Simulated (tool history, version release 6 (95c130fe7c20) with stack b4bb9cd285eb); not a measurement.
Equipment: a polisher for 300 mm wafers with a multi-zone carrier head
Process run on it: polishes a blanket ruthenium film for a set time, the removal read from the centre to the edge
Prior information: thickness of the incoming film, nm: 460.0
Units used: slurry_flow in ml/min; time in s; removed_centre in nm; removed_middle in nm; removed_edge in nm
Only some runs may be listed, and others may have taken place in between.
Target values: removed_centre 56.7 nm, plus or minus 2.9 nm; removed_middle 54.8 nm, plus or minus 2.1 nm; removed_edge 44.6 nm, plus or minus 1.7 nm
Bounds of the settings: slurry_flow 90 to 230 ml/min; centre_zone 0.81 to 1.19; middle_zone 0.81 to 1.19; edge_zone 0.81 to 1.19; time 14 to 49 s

Run 1, hour 0: slurry_flow 150 ml/min, centre_zone 1, middle_zone 1, edge_zone 1, time 31 s. Result: removed_centre 39.701 nm, removed_middle 40.094 nm, removed_edge 39.313 nm.
Run 2, hour 8.5: slurry_flow 165 ml/min, centre_zone 1.06, middle_zone 1.06, edge_zone 0.99, time 32 s. Result: removed_centre 44.738 nm, removed_middle 43.906 nm, removed_edge 40.532 nm.
Run 3, hour 10.2: slurry_flow 130 ml/min, centre_zone 1.06, middle_zone 1.06, edge_zone 0.99, time 32 s. Result: removed_centre 42.102 nm, removed_middle 42.707 nm, removed_edge 39.356 nm.
Run 4, hour 16.8: slurry_flow 145 ml/min, centre_zone 1.1, middle_zone 1.1, edge_zone 0.99, time 33 s. Result: removed_centre 45.986 nm, removed_middle 46.417 nm, removed_edge 41.577 nm.
Run 5, hour 21.3: slurry_flow 145 ml/min, centre_zone 1.1, middle_zone 1.03, edge_zone 0.99, time 33 s. Result: removed_centre 45.533 nm, removed_middle 43.587 nm, removed_edge 40.752 nm.
Run 6, hour 27.3: slurry_flow 160 ml/min, centre_zone 1.13, middle_zone 1.08, edge_zone 0.98, time 34 s. Result: removed_centre 49.418 nm, removed_middle 47.847 nm, removed_edge 43.202 nm.
Run 7, hour 29.4: slurry_flow 175 ml/min, centre_zone 1.15, middle_zone 1.11, edge_zone 0.95, time 34 s. Result: removed_centre 52.616 nm, removed_middle 49.038 nm, removed_edge 42.517 nm.
Run 8, hour 34.8: slurry_flow 180 ml/min, centre_zone 1.15, middle_zone 1.14, edge_zone 0.95, time 34 s. Result: removed_centre 53.233 nm, removed_middle 50.931 nm, removed_edge 42.684 nm.
Run 9, hour 41.9: slurry_flow 185 ml/min, centre_zone 1.15, middle_zone 1.15, edge_zone 0.96, time 34 s. Result: removed_centre 52.676 nm, removed_middle 52.156 nm, removed_edge 43.331 nm.
Run 10, hour 48.6: slurry_flow 190 ml/min, centre_zone 1.16, middle_zone 1.16, edge_zone 0.96, time 34 s. Result: removed_centre 54.347 nm, removed_middle 51.695 nm, removed_edge 42.695 nm.
Run 11, hour 55.6: slurry_flow 190 ml/min, centre_zone 1.16, middle_zone 1.17, edge_zone 0.97, time 34 s. Result: removed_centre 53.847 nm, removed_middle 52.151 nm, removed_edge 43.78 nm.

Below are 5 possible settings for the next run. Only one of them brings all results inside the allowed miss of their targets. Which is it?
Run A, hour 62.6: slurry_flow 175 ml/min, centre_zone 1.01, middle_zone 1.19, edge_zone 1, time 35 s. Result: removed_centre ?, removed_middle ?, removed_edge ?.
Run B, hour 62.6: slurry_flow 215 ml/min, centre_zone 1.13, middle_zone 1.19, edge_zone 1.01, time 37 s. Result: removed_centre ?, removed_middle ?, removed_edge ?.
Run C, hour 62.6: slurry_flow 230 ml/min, centre_zone 1.15, middle_zone 1.13, edge_zone 0.9, time 35 s. Result: removed_centre ?, removed_middle ?, removed_edge ?.
Run D, hour 62.6: slurry_flow 210 ml/min, centre_zone 1.19, middle_zone 1.07, edge_zone 0.99, time 38 s. Result: removed_centre ?, removed_middle ?, removed_edge ?.
Run E, hour 62.6: slurry_flow 215 ml/min, centre_zone 1.19, middle_zone 1.12, edge_zone 0.93, time 39 s. Result: removed_centre ?, removed_middle ?, removed_edge ?.

move  removed_centre  removed_middle  removed_edge
   A          47.007          54.207        44.263
   B           57.63          59.087        48.121
   C          56.017          53.934        43.434
   D          62.073           55.19        48.906
   E          63.961          59.097        48.815
A: puts the biggest miss on target and leaves a different result outside tolerance
B: pushes the last run's worst result past its target
C: in spec on every target
D: puts the biggest miss on target and leaves a different result outside tolerance
E: pushes the last run's worst result past its target
Move C is the one to make.
